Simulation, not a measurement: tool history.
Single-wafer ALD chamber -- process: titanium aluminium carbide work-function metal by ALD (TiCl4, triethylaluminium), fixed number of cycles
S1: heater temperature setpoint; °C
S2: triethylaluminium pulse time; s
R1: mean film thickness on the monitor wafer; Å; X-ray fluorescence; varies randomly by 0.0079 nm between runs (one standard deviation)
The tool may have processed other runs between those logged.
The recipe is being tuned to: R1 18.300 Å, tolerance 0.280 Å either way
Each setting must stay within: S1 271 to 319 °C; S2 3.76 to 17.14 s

run  hour   S1     S2      R1
  1   0.0  295  10.45  20.577
  2   7.7  290  10.45  19.959
  3  16.0  290   9.03  19.711
  4  24.4  290  11.14  20.040
  5  25.1  290  13.15  20.386
  6  26.4  290  15.55  20.480
  7  28.1  286  14.65  20.038
  8  34.4  282  14.08  19.664
  9  41.2  279  13.20  19.303
 10  43.9  277  12.53  18.972

4 next moves are on the table. One of them brings every result within its allowed miss. Which?
  A  46.6  283  14.08   ?
  B  46.6  277  13.25   ?
  C  46.6  290  13.17   ?
  D  46.6  272  11.22   ?

move      R1
   A  19.700
   B  19.028
   C  20.375
   D  18.311
A: misses by more than the last run did
B: misses by more than the last run did
C: misses by more than the last run did
D: meets every target
So the answer is move D, the one that meets all the targets.
